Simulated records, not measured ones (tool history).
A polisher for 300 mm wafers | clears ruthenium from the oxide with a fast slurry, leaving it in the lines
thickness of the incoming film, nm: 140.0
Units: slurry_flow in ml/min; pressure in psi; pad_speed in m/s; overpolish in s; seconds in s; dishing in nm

Run 1, hour 0: slurry_flow 285 ml/min, pressure 3.4 psi, pad_speed 0.82 m/s, slurry_solids 1, overpolish 30 s. Result: seconds 29.848 s, dishing 97.956 nm.
Run 2, hour 2.1: slurry_flow 285 ml/min, pressure 4.1 psi, pad_speed 0.82 m/s, slurry_solids 1, overpolish 30 s. Result: seconds 24.523 s, dishing 113.68 nm.
Run 3, hour 9.8: slurry_flow 285 ml/min, pressure 3.6 psi, pad_speed 0.84 m/s, slurry_solids 1, overpolish 26 s. Result: seconds 27.357 s, dishing 93.621 nm.
Run 4, hour 15.3: slurry_flow 285 ml/min, pressure 3.6 psi, pad_speed 0.84 m/s, slurry_solids 1.2, overpolish 26 s. Result: seconds 24.86 s, dishing 101.93 nm.
Run 5, hour 22.9: slurry_flow 285 ml/min, pressure 2.9 psi, pad_speed 0.84 m/s, slurry_solids 1.2, overpolish 26 s. Result: seconds 30.301 s, dishing 87.493 nm.
Run 6, hour 26.8: slurry_flow 280 ml/min, pressure 2.7 psi, pad_speed 0.86 m/s, slurry_solids 1.05, overpolish 23 s. Result: seconds 34.722 s, dishing 70.138 nm.

Run 7 comes next. What will it give?
Run 7, hour 30.6: slurry_flow 200 ml/min, pressure 1.8 psi, pad_speed 1.08 m/s, slurry_solids 0.8, overpolish 9 s. Result: seconds ?, dishing ?.

seconds: 51.38 s
dishing: 20.969 nm
